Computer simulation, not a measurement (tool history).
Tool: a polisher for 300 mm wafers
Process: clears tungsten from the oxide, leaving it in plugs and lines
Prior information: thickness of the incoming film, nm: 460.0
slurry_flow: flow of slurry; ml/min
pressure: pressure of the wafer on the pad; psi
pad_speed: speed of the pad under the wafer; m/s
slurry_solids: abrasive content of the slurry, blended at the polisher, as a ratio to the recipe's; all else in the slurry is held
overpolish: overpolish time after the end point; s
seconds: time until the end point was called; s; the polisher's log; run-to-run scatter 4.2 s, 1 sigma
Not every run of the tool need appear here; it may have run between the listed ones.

run,hour,slurry_flow,pressure,pad_speed,slurry_solids,overpolish,seconds
1,0,180,2.6,0.86,1,21,218.72
2,3.2,150,2.6,0.86,1,21,225.97
3,8.2,150,2.4,0.86,1,21,240.45
4,17,150,2.7,0.86,1,21,221.3
5,23.9,150,2.7,0.86,1.1,21,214.75
6,27.9,150,2.5,0.86,1.1,21,228.57
7,30.7,150,1.8,0.82,1.1,21,285.63
8,31.5,150,1.7,0.82,1.1,21,294.25

What will run 9 give?
9,35.2,150,1.6,0.82,1.1,21,?

{"run 9": {"seconds": 309.01}}
